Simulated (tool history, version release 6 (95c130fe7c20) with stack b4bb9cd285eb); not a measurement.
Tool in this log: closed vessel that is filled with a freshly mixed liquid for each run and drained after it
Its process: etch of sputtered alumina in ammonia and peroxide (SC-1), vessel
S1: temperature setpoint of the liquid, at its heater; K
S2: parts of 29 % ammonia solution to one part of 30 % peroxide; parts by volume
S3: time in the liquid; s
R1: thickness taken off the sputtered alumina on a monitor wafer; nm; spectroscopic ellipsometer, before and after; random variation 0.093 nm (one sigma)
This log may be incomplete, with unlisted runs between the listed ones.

run  hour      S1    S2   S3       R1
  1   0.0  333.15  0.55  110  12.8250
  2   1.2  333.15  0.65  110  12.9560
  3   9.9  333.15  0.65  110  12.8470
  4  16.7  333.15  0.65  110  12.8620
  5  21.4  335.15  0.65  110  14.3040
  6  22.5  335.15  0.65   65   8.5052
  7  30.8  330.15  0.50   80   7.8516
  8  38.5  333.65  0.55   80   9.5299
  9  42.4  341.65  0.80  110  20.2850
 10  50.9  341.15  0.80  110  19.7220
 11  55.7  340.65  0.80  110  19.0870

Run 12 comes next. What will it give?
 12  56.9  340.15  0.80  110   ?

Run 12 produced R1 18.7950 nm.

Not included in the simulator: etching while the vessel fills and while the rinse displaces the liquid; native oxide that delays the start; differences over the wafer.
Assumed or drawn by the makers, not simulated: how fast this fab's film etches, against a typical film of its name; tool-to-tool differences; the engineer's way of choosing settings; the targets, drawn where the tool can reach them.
